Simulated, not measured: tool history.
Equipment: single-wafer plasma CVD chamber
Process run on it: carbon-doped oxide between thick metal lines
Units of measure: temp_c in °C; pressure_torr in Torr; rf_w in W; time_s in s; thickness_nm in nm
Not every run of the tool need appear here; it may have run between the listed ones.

{"run": 1, "hour": 0.0, "temp_c": 365, "pressure_torr": 3.94, "rf_w": 665, "time_s": 94, "thickness_nm": 467.47}
{"run": 2, "hour": 6.7, "temp_c": 365, "pressure_torr": 3.94, "rf_w": 665, "time_s": 94, "thickness_nm": 466.9}
{"run": 3, "hour": 15.1, "temp_c": 365, "pressure_torr": 3.94, "rf_w": 625, "time_s": 94, "thickness_nm": 441.1}
{"run": 4, "hour": 15.6, "temp_c": 365, "pressure_torr": 3.7, "rf_w": 625, "time_s": 94, "thickness_nm": 437.57}
{"run": 5, "hour": 21.4, "temp_c": 375, "pressure_torr": 3.7, "rf_w": 625, "time_s": 94, "thickness_nm": 428.8}
{"run": 6, "hour": 24.9, "temp_c": 373, "pressure_torr": 4.0, "rf_w": 660, "time_s": 94, "thickness_nm": 456.88}
{"run": 7, "hour": 31.2, "temp_c": 372, "pressure_torr": 4.26, "rf_w": 685, "time_s": 94, "thickness_nm": 478.91}
{"run": 8, "hour": 36.0, "temp_c": 371, "pressure_torr": 4.48, "rf_w": 705, "time_s": 94, "thickness_nm": 496.17}
{"run": 9, "hour": 43.8, "temp_c": 370, "pressure_torr": 4.67, "rf_w": 720, "time_s": 94, "thickness_nm": 510.65}
{"run": 10, "hour": 49.4, "temp_c": 369, "pressure_torr": 4.83, "rf_w": 735, "time_s": 94, "thickness_nm": 521.67}
{"run": 11, "hour": 55.0, "temp_c": 368, "pressure_torr": 4.95, "rf_w": 750, "time_s": 94, "thickness_nm": 530.95}

Predict the results of run 12:
{"run": 12, "hour": 58.6, "temp_c": 368, "pressure_torr": 5.04, "rf_w": 765, "time_s": 94, "thickness_nm": "?"}

thickness_nm: 544.64 nm

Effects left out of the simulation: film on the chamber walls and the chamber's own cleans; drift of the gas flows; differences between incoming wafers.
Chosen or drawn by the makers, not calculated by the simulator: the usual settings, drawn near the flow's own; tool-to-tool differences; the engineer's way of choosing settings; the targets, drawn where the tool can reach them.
